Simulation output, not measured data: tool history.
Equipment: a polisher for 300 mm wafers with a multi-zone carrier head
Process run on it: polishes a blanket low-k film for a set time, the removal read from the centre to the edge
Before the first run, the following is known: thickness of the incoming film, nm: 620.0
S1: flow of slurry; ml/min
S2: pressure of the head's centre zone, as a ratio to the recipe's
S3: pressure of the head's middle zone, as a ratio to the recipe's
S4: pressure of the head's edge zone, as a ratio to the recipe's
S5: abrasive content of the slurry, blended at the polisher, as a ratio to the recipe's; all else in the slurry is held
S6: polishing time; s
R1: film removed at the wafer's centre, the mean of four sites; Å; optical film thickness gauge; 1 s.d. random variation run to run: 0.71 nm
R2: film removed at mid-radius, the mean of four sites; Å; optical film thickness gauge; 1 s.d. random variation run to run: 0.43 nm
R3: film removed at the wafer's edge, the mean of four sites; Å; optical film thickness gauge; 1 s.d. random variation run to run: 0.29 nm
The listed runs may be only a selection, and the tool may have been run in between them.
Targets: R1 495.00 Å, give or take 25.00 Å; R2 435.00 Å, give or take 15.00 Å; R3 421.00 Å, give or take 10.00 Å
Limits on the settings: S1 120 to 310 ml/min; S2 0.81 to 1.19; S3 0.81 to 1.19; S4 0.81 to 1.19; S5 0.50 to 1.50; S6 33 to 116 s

run  hour   S1    S2    S3    S4    S5  S6      R1      R2      R3
  1   0.0  200  1.00  1.00  1.00  1.00  74  382.32  367.01  372.35
  2   4.3  215  1.04  1.02  1.02  1.00  74  397.44  368.55  376.33
  3  10.2  215  1.04  1.02  1.02  0.80  74  372.21  345.08  349.07
  4  16.6  215  1.04  1.02  1.08  0.80  74  372.56  338.71  357.92
  5  24.8  225  1.07  1.05  1.09  0.85  74  387.70  362.70  371.32
  6  31.1  225  1.07  0.99  1.09  0.85  74  391.66  349.79  369.65
  7  38.5  235  1.10  1.01  1.09  0.90  74  420.09  359.28  383.94
  8  47.1  245  1.12  1.05  1.09  0.95  74  428.27  376.04  388.87

Which one of the following 5 next-run settings gets every result inside its allowed miss? There is exactly one.
  A  55.7  215  1.13  1.07  0.99  0.90  87   ?   ?   ?
  B  55.7  275  1.19  1.17  1.01  1.00  78   ?   ?   ?
  C  55.7  245  1.19  1.17  0.97  0.75  86   ?   ?   ?
  D  55.7  230  1.19  1.06  1.03  0.95  79   ?   ?   ?
  E  55.7  250  1.17  0.97  1.09  1.05  77   ?   ?   ?

move      R1      R2      R3
   A  487.16  430.60  421.92
   B  492.73  434.45  404.02
   C  487.08  430.10  393.57
   D  479.14  399.26  400.24
   E  479.60  385.94  418.04
A: hits every target within its allowed miss
B: gets the furthest-off result to its target, but another result is out of tolerance
C: gets the furthest-off result to its target, but another result is out of tolerance
D: an improvement on the last run, though not all results are within tolerance
E: an improvement on the last run, though not all results are within tolerance
Correct choice: A, which meets every target

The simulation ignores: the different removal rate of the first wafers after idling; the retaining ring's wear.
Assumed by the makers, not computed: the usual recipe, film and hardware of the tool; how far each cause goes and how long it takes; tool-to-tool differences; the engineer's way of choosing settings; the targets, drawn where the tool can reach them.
